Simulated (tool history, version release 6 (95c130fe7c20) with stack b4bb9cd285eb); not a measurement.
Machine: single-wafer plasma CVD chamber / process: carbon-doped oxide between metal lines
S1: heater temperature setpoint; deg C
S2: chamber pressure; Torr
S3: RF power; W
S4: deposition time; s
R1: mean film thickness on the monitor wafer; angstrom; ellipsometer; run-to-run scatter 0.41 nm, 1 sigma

Run 1, day 0.000: S1 345 deg C, S2 3.73 Torr, S3 420 W, S4 29.1 s. Result: R1 1137.3 angstrom.
Run 2, day 0.050: S1 341 deg C, S2 4.01 Torr, S3 425 W, S4 29.1 s. Result: R1 1157.1 angstrom.
Run 3, day 0.321: S1 341 deg C, S2 4.01 Torr, S3 450 W, S4 29.1 s. Result: R1 1224.8 angstrom.
Run 4, day 0.629: S1 341 deg C, S2 3.47 Torr, S3 450 W, S4 29.1 s. Result: R1 1214.7 angstrom.
Run 5, day 0.992: S1 338 deg C, S2 3.53 Torr, S3 450 W, S4 29.1 s. Result: R1 1222.4 angstrom.
Run 6, day 1.217: S1 338 deg C, S2 2.86 Torr, S3 450 W, S4 29.1 s. Result: R1 1206.7 angstrom.
Run 7, day 1.583: S1 335 deg C, S2 2.96 Torr, S3 450 W, S4 29.1 s. Result: R1 1230.4 angstrom.
Run 8, day 1.888: S1 333 deg C, S2 2.99 Torr, S3 450 W, S4 29.1 s. Result: R1 1242.6 angstrom.
Run 9, day 2.075: S1 333 deg C, S2 2.99 Torr, S3 450 W, S4 29.1 s. Result: R1 1233.4 angstrom.
Run 10, day 2.388: S1 331 deg C, S2 3.03 Torr, S3 450 W, S4 29.1 s. Result: R1 1238.1 angstrom.

Estimate the outcome of run 11 from the log above:
Run 11, day 2.546: S1 329 deg C, S2 3.07 Torr, S3 450 W, S4 29.1 s. Result: R1 ?.

Run 11 gave R1 1255.5 angstrom.

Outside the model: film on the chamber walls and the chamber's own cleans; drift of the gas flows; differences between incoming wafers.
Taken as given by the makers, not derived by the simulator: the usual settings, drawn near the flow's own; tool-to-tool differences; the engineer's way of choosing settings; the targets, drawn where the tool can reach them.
